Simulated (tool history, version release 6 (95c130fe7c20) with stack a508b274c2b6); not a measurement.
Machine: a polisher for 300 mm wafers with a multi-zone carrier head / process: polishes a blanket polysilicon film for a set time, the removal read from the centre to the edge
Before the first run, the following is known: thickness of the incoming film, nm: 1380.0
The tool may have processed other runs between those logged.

run,day,flow of slurry (ml/min),pressure of the head's centre zone,pressure of the head's middle zone,pressure of the head's edge zone,polishing time (s),film removed at the wafer's centre (Å),film removed at mid-radius (Å),film removed at the wafer's edge (Å)
1,0.000,175,1.00,1.00,1.00,86,3502.3,3590.0,3573.8
2,0.304,170,0.98,1.01,0.99,86,3471.6,3558.8,3506.4
3,0.467,170,0.98,1.01,0.99,65,2604.3,2651.6,2658.3
4,0.750,180,0.98,1.03,1.01,66,2700.3,2731.8,2781.7
5,0.771,180,0.96,1.05,1.01,67,2647.3,2945.2,2824.2
6,1.062,180,0.91,1.05,1.01,67,2524.1,2899.5,2795.0
7,1.246,185,0.91,1.06,1.02,67,2550.4,2917.1,2844.1
8,1.404,190,0.91,1.07,1.03,67,2548.5,3029.3,2843.0

Estimate the outcome of run 9 from the log above:
9,1.717,195,0.91,1.07,1.05,67,?,?,?

film removed at the wafer's centre (Å): 2566.0
film removed at mid-radius (Å): 2933.1
film removed at the wafer's edge (Å): 2873.3
